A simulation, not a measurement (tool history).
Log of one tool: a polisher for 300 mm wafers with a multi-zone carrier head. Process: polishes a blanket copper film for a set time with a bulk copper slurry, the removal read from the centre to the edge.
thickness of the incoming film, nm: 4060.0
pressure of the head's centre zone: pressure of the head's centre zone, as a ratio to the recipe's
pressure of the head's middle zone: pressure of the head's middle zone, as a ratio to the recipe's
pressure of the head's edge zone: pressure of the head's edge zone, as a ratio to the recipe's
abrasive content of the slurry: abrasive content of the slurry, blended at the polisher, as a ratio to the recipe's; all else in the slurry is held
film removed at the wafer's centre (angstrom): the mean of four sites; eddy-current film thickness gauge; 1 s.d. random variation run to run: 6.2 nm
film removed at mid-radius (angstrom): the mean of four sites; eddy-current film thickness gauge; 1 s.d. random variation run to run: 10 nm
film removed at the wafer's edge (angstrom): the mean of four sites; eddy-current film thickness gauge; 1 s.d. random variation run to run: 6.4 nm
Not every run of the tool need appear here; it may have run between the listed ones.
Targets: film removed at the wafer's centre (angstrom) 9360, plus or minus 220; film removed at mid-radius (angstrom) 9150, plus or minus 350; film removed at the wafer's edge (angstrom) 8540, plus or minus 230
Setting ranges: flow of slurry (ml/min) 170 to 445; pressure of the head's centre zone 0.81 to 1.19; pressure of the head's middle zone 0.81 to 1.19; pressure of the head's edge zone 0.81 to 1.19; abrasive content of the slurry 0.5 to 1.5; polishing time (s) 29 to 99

run,hour,flow of slurry (ml/min),pressure of the head's centre zone,pressure of the head's middle zone,pressure of the head's edge zone,abrasive content of the slurry,polishing time (s),film removed at the wafer's centre (angstrom),film removed at mid-radius (angstrom),film removed at the wafer's edge (angstrom)
1,0,285,1,1,1,1,64,5585.4,5605.5,5531.1
2,7.3,300,1.04,1.04,1.04,1.15,68,6258.4,6334,6156.6
3,11,300,1.04,0.96,1.04,1.15,68,6294.4,5955.5,6231.9
4,17.7,315,1.08,1.01,1.06,1.25,72,7022.4,6676.6,6646.7
5,20,315,1.08,1.06,1.06,1.25,72,7078.2,6900.8,6656.3
6,28.9,315,1.08,1.06,1.03,1.25,72,7023.4,6777.7,6623.9
7,33.8,320,1.1,1.08,1.06,1.3,75,7574.9,7368.2,6927.6
# hour 35.7: worn pad replaced by a new one
8,35.7,325,1.11,1.08,1.08,1.35,78,8866.7,8795.6,8332.3
9,43.5,330,1.12,1.09,1.09,1.35,78,8881.2,8774.7,8333.9

Which one of the following 4 next-run settings gets every result inside its allowed miss? There is exactly one.
A,51.3,300,1.1,1.15,1.07,1.35,74,?,?,?
B,51.3,345,1.05,1.05,1.1,1.3,78,?,?,?
C,51.3,305,1.07,1.19,1.12,1.35,78,?,?,?
D,51.3,250,1.15,1.12,1.06,1.4,82,?,?,?

move,film removed at the wafer's centre (angstrom),film removed at mid-radius (angstrom),film removed at the wafer's edge (angstrom)
A,8234.5,8596.1,7848.3
B,8367.7,8427.4,8417.6
C,8480.6,9348.4,8471.6
D,9361.9,9191.9,8592.9
A: further off than the last run
B: further off than the last run
C: further off than the last run
D: meets every target
Move D is the one to make.
